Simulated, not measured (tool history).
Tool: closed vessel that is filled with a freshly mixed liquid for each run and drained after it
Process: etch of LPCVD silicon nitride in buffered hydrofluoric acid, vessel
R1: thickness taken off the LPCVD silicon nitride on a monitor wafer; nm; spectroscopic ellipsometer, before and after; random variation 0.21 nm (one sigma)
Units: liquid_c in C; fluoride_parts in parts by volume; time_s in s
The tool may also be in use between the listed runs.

{"run": 1, "hour": 0.0, "liquid_c": 21, "fluoride_parts": 17, "time_s": 2700, "R1": 23.479}
{"run": 2, "hour": 2.1, "liquid_c": 22, "fluoride_parts": 17, "time_s": 2700, "R1": 24.355}
{"run": 3, "hour": 7.1, "liquid_c": 22, "fluoride_parts": 17, "time_s": 2905, "R1": 26.264}
{"run": 4, "hour": 15.7, "liquid_c": 20, "fluoride_parts": 17, "time_s": 2905, "R1": 23.542}
{"run": 5, "hour": 23.4, "liquid_c": 23, "fluoride_parts": 17, "time_s": 2905, "R1": 28.162}
{"run": 6, "hour": 25.8, "liquid_c": 23, "fluoride_parts": 17, "time_s": 2700, "R1": 26.127}
{"run": 7, "hour": 34.7, "liquid_c": 23.5, "fluoride_parts": 17, "time_s": 2700, "R1": 26.633}
{"run": 8, "hour": 41.6, "liquid_c": 23.5, "fluoride_parts": 17, "time_s": 2700, "R1": 26.362}
{"run": 9, "hour": 46.3, "liquid_c": 23.5, "fluoride_parts": 17, "time_s": 2700, "R1": 26.64}

Forecast run 10:
{"hour": 51.6, "done": "thermometer replaced"}
{"run": 10, "hour": 51.6, "liquid_c": 24, "fluoride_parts": 17, "time_s": 2700, "R1": "?"}

Run 10 gave R1 24.008 nm.

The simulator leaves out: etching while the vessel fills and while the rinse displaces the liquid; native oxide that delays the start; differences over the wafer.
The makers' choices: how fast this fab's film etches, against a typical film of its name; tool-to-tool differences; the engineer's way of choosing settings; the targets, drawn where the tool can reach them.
